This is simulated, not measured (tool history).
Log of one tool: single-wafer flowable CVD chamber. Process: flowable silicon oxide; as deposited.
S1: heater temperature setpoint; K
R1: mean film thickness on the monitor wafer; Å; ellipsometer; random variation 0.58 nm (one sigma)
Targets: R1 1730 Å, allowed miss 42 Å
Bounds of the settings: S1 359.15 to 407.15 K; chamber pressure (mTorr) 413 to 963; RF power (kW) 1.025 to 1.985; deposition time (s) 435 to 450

run 1 hour=0 | S1=383.15 chamber_pressure_(mTorr)=688 RF_power_(kW)=1.505 deposition_time_(s)=435 | R1=1305.2
run 2 hour=7 | S1=382.15 chamber_pressure_(mTorr)=688 RF_power_(kW)=1.505 deposition_time_(s)=435 | R1=1334
run 3 hour=10.8 | S1=381.15 chamber_pressure_(mTorr)=688 RF_power_(kW)=1.505 deposition_time_(s)=435 | R1=1384
run 4 hour=12.9 | S1=381.15 chamber_pressure_(mTorr)=688 RF_power_(kW)=1.505 deposition_time_(s)=450 | R1=1438
run 5 hour=18.7 | S1=381.15 chamber_pressure_(mTorr)=688 RF_power_(kW)=1.505 deposition_time_(s)=435 | R1=1369.8
run 6 hour=26.8 | S1=380.15 chamber_pressure_(mTorr)=688 RF_power_(kW)=1.505 deposition_time_(s)=435 | R1=1430
run 7 hour=28 | S1=379.15 chamber_pressure_(mTorr)=688 RF_power_(kW)=1.505 deposition_time_(s)=435 | R1=1460.2
run 8 hour=33.4 | S1=378.15 chamber_pressure_(mTorr)=688 RF_power_(kW)=1.505 deposition_time_(s)=435 | R1=1499.3
run 9 hour=35.1 | S1=377.15 chamber_pressure_(mTorr)=688 RF_power_(kW)=1.505 deposition_time_(s)=435 | R1=1557.5
run 10 hour=36.9 | S1=377.15 chamber_pressure_(mTorr)=688 RF_power_(kW)=1.505 deposition_time_(s)=435 | R1=1543.2
run 11 hour=45.2 | S1=375.15 chamber_pressure_(mTorr)=689 RF_power_(kW)=1.505 deposition_time_(s)=435 | R1=1638

Which of these 5 next moves meets every target?
run A hour=53.5 | S1=376.15 chamber_pressure_(mTorr)=622 RF_power_(kW)=1.525 deposition_time_(s)=435 | R1=?
run B hour=53.5 | S1=374.15 chamber_pressure_(mTorr)=620 RF_power_(kW)=1.58 deposition_time_(s)=443 | R1=?
run C hour=53.5 | S1=369.15 chamber_pressure_(mTorr)=602 RF_power_(kW)=1.57 deposition_time_(s)=435 | R1=?
run D hour=53.5 | S1=382.15 chamber_pressure_(mTorr)=773 RF_power_(kW)=1.47 deposition_time_(s)=450 | R1=?
run E hour=53.5 | S1=367.15 chamber_pressure_(mTorr)=531 RF_power_(kW)=1.36 deposition_time_(s)=435 | R1=?

move=A R1=1452.6
move=B R1=1578.5
move=C R1=1742.6
move=D R1=1540.9
move=E R1=1578.1
A: further off than the last run
B: further off than the last run
C: meets every target
D: further off than the last run
E: further off than the last run
Answer: C
